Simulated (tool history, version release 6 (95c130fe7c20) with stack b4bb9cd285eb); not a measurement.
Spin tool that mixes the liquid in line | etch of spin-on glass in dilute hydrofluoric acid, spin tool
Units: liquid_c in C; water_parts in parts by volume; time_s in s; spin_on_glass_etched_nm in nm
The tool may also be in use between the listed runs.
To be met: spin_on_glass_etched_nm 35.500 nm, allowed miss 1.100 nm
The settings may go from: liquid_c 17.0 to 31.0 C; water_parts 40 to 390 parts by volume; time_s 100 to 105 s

run 1 hour=0.0 | liquid_c=23.0 water_parts=215 time_s=100 | spin_on_glass_etched_nm=12.362
run 2 hour=3.5 | liquid_c=23.0 water_parts=170 time_s=100 | spin_on_glass_etched_nm=16.942
run 3 hour=7.7 | liquid_c=24.5 water_parts=155 time_s=100 | spin_on_glass_etched_nm=20.004
run 4 hour=14.4 | liquid_c=24.5 water_parts=155 time_s=100 | spin_on_glass_etched_nm=19.794
run 5 hour=19.5 | liquid_c=25.5 water_parts=145 time_s=100 | spin_on_glass_etched_nm=22.391
run 6 hour=24.3 | liquid_c=27.0 water_parts=145 time_s=100 | spin_on_glass_etched_nm=23.876
run 7 hour=27.4 | liquid_c=27.5 water_parts=140 time_s=100 | spin_on_glass_etched_nm=24.707
run 8 hour=29.4 | liquid_c=28.0 water_parts=135 time_s=100 | spin_on_glass_etched_nm=26.735
run 9 hour=35.8 | liquid_c=28.5 water_parts=130 time_s=100 | spin_on_glass_etched_nm=28.147
run 10 hour=40.7 | liquid_c=29.0 water_parts=125 time_s=100 | spin_on_glass_etched_nm=30.331
run 11 hour=43.0 | liquid_c=29.5 water_parts=125 time_s=100 | spin_on_glass_etched_nm=30.488

4 next moves are on the table. One of them brings every result within its allowed miss. Which?
run A hour=45.3 | liquid_c=28.5 water_parts=100 time_s=100 | spin_on_glass_etched_nm=?
run B hour=45.3 | liquid_c=30.5 water_parts=135 time_s=100 | spin_on_glass_etched_nm=?
run C hour=45.3 | liquid_c=28.0 water_parts=110 time_s=105 | spin_on_glass_etched_nm=?
run D hour=45.3 | liquid_c=28.5 water_parts=135 time_s=100 | spin_on_glass_etched_nm=?

move=A spin_on_glass_etched_nm=38.075
move=B spin_on_glass_etched_nm=28.965
move=C spin_on_glass_etched_nm=35.184
move=D spin_on_glass_etched_nm=26.922
A: takes the result that was furthest off past its target
B: further off than the last run
C: meets every target
D: further off than the last run
Move C is the one to make.
